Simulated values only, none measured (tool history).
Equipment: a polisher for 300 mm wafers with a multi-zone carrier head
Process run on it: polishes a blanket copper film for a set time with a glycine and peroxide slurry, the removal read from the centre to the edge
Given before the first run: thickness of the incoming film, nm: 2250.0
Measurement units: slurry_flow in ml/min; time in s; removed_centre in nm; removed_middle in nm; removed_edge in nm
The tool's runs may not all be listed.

run,hour,slurry_flow,centre_zone,middle_zone,edge_zone,time,removed_centre,removed_middle,removed_edge
1,0,225,1,1,1,41,171.99,176.82,167.49
2,2.7,235,1.03,1.01,1.02,42,184.44,180.73,177.66
3,11.6,245,1.06,1.03,1.02,43,196.27,184.97,183.45
4,17.1,245,1.06,1.03,1.02,39,178.78,173.89,162.09
5,22.3,245,1.12,1.03,1.02,39,185.22,171.09,165.62
6,24,275,1.12,1.03,1.02,39,191.62,171.33,161.87
7,27.3,275,1.12,1.03,1.02,39,191.57,174.4,165.15

For run 8, what comes out?
8,28.7,280,1.13,1.04,1.03,40,?,?,?

{"run 8": {"removed_centre": 197.06, "removed_middle": 182.44, "removed_edge": 170.05}}
